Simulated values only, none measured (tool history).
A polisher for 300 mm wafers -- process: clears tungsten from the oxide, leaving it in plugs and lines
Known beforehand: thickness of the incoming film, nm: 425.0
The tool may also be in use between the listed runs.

run	hour	flow of slurry (ml/min)	pressure of the wafer on the pad (psi)	speed of the pad under the wafer (cm/s)	abrasive content of the slurry	overpolish time after the end point (s)	time until the end point was called (s)
1	0	310	2.9	88	1	15	151.58
2	5.5	310	2.9	88	0.85	15	157.48
3	9.2	310	2.9	88	0.75	15	156.26
4	11.6	310	2.9	88	0.75	16	157.71
5	19.2	310	3.1	88	0.75	16	150.01
6	25.2	310	3.4	88	0.75	16	140.05

Forecast run 7:
7	32.4	310	3.6	88	0.75	16	?

{"run 7": {"time until the end point was called (s)": 131.91}}
